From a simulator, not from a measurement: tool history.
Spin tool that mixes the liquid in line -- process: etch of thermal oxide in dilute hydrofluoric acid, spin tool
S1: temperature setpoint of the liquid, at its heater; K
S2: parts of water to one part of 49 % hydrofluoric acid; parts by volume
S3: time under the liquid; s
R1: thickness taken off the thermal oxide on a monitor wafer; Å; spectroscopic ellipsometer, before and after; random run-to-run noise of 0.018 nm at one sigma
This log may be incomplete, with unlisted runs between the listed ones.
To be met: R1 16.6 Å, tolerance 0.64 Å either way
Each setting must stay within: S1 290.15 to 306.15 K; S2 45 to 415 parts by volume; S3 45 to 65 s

run	hour	S1	S2	S3	R1
1	0	298.15	230	65	11.006
2	5.1	298.15	185	65	14.142
3	12.2	298.15	265	65	8.8703
4	16.3	299.65	250	65	10.268
5	21.7	300.65	240	65	11.383
6	24.9	301.65	235	65	12.163
7	26.2	302.65	230	65	12.952
8	30.3	303.15	225	65	13.313
9	31.3	303.65	220	65	13.695
10	37.7	304.15	215	65	14.42
11	43.8	304.65	210	65	14.988
12	49.1	304.65	205	65	15.762

5 candidate next runs follow, results not yet known. Just one meets every target within its allowed miss. Identify it.
A	54.4	301.15	195	65	?
B	54.4	306.15	190	65	?
C	54.4	306.15	215	65	?
D	54.4	303.65	205	65	?
E	54.4	300.15	175	65	?

move	R1
A	14.701
B	18.047
C	15.437
D	15.074
E	16.181
A: further off than the last run
B: takes the result that was furthest off past its target
C: further off than the last run
D: further off than the last run
E: every result within its allowed miss
E is the move that brings every result within its allowed miss.
